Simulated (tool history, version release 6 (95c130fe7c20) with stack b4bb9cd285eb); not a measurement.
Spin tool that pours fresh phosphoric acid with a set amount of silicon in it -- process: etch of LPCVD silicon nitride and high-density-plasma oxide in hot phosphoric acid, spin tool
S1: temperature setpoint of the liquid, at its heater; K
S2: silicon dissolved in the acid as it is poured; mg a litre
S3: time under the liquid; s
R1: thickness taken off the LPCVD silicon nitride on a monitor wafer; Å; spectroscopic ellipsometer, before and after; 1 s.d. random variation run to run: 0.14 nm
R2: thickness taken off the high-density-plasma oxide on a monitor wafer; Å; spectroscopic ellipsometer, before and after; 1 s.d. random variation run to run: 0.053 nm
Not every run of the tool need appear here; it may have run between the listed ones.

run  hour      S1    S2   S3      R1      R2
  1   0.0  435.15  15.0  180  183.16  3.9868
  2   8.3  435.65  16.0  195  200.86  4.9309
  3  11.9  435.65  20.5  195  200.29  4.2918
  4  15.7  435.65  28.0  195  201.42  3.5869
  5  20.3  436.15  28.5  210  220.84  4.1848
  6  22.4  436.15  29.0  220  231.00  4.3911
  7  25.0  436.15  29.5  230  240.88  4.0533
  8  32.0  438.65  24.0  300  342.29  7.9383
  9  37.8  438.65  30.0  315  358.98  5.9960

Run 10 comes next. What will it give?
 10  39.5  438.65  29.5  315   ?   ?

R1: 359.59 Å
R2: 7.0655 Å

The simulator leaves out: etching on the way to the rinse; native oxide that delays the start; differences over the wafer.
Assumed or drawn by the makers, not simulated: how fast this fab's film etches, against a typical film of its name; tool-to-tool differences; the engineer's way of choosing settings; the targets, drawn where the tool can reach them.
